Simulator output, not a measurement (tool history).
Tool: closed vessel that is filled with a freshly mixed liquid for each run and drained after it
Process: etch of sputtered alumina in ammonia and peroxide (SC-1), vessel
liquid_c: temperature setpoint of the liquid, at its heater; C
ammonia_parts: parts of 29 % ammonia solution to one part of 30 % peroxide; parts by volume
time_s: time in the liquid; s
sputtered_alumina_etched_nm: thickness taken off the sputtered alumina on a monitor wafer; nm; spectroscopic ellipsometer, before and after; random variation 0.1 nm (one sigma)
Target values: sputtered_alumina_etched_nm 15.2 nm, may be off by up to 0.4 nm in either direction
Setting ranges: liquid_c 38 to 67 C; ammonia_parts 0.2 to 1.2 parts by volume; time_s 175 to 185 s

| run | hour | liquid_c | ammonia_parts | time_s | sputtered_alumina_etched_nm |
|---|---|---|---|---|---|
| 1 | 0 | 51 | 0.7 | 175 | 8.5663 |
| 2 | 2.2 | 52.5 | 0.7 | 175 | 9.2859 |
| 3 | 5.7 | 47.5 | 0.7 | 175 | 7.129 |
| 4 | 7.5 | 49.5 | 0.7 | 175 | 7.9043 |
| 5 | 11.7 | 44.5 | 0.7 | 175 | 5.927 |
|  | 13.6 | thermometer replaced |
| 6 | 13.6 | 44.5 | 0.7 | 175 | 6.6886 |
| 7 | 22.8 | 52.5 | 0.75 | 175 | 10.428 |
| 8 | 30.9 | 53.5 | 0.75 | 175 | 10.955 |
| 9 | 35.5 | 54 | 0.75 | 175 | 11.198 |

Exactly one of the 4 candidate moves below puts every result within its allowed miss. Which one?
| A | 40.1 | 59 | 0.9 | 185 | ? |
| B | 40.1 | 48 | 0.75 | 175 | ? |
| C | 40.1 | 59.5 | 0.95 | 185 | ? |
| D | 40.1 | 59 | 0.6 | 185 | ? |

| move | sputtered_alumina_etched_nm |
|---|---|
| A | 15.678 |
| B | 8.0747 |
| C | 16.17 |
| D | 15.087 |
A: pushes the last run's worst result past its target
B: further off than the last run
C: pushes the last run's worst result past its target
D: every result within its allowed miss
Move D is the one to make.
